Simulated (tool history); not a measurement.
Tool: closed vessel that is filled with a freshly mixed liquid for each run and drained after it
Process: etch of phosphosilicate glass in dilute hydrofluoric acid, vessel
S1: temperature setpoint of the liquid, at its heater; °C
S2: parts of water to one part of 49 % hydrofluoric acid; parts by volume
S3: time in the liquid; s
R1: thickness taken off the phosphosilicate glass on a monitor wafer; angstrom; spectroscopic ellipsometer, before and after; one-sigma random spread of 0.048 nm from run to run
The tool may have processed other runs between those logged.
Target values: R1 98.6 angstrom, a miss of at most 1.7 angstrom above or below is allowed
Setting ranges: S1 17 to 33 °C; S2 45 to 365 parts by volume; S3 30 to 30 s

Run 1, hour 0: S1 25 °C, S2 205 parts by volume, S3 30 s. Result: R1 152.01 angstrom.
Run 2, hour 2.4: S1 22.5 °C, S2 215 parts by volume, S3 30 s. Result: R1 131.95 angstrom.
Run 3, hour 5.3: S1 21 °C, S2 220 parts by volume, S3 30 s. Result: R1 121.01 angstrom.
Run 4, hour 10.5: S1 20 °C, S2 225 parts by volume, S3 30 s. Result: R1 112.83 angstrom.
Run 5, hour 12.9: S1 19 °C, S2 225 parts by volume, S3 30 s. Result: R1 109.42 angstrom.
Run 6, hour 15.2: S1 19 °C, S2 200 parts by volume, S3 30 s. Result: R1 126.04 angstrom.
Run 7, hour 18.5: S1 18.5 °C, S2 210 parts by volume, S3 30 s. Result: R1 117.2 angstrom.
Run 8, hour 26.5: S1 18 °C, S2 215 parts by volume, S3 30 s. Result: R1 110.9 angstrom.

5 next moves are on the table. One of them brings every result within its allowed miss. Which?
Run A, hour 34.5: S1 19.5 °C, S2 210 parts by volume, S3 30 s. Result: R1 ?.
Run B, hour 34.5: S1 17.5 °C, S2 235 parts by volume, S3 30 s. Result: R1 ?.
Run C, hour 34.5: S1 17.5 °C, S2 190 parts by volume, S3 30 s. Result: R1 ?.
Run D, hour 34.5: S1 18 °C, S2 230 parts by volume, S3 30 s. Result: R1 ?.
Run E, hour 34.5: S1 17 °C, S2 225 parts by volume, S3 30 s. Result: R1 ?.

move      R1
   A  122.22
   B  98.755
   C  127.28
   D  103.35
   E  102.05
A: the biggest miss grows against the last run
B: all results in spec
C: the biggest miss grows against the last run
D: an improvement on the last run, though not all results are within tolerance
E: an improvement on the last run, though not all results are within tolerance
The right move is B.
